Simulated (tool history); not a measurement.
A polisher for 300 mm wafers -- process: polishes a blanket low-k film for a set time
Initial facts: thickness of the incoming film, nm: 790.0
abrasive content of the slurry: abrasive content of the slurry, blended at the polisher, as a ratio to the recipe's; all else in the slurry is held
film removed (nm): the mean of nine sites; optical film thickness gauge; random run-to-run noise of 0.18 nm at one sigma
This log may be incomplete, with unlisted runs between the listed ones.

run	day	flow of slurry (ml/min)	pressure of the wafer on the pad (kPa)	speed of the pad under the wafer (cm/s)	abrasive content of the slurry	polishing time (s)	film removed (nm)
1	0	190	15.2	108	1	59	34.529
2	0.225	190	15.2	108	0.85	59	33.014
3	0.446	190	15.2	108	0.85	62	34.582
4	0.562	190	15.2	134	0.85	62	39.245
5	0.704	190	15.2	134	1	62	42.931
6	0.912	190	14.5	126	1	62	38.182
7	1.196	190	13.8	120	1	62	35.974
8	1.454	190	13.1	114	1	62	33.065
9	1.5	190	13.1	114	1	62	32.73

Estimate the outcome of run 10 from the log above:
10	1.542	190	12.4	110	1	62	?

{"run 10": {"film removed (nm)": 30.902}}
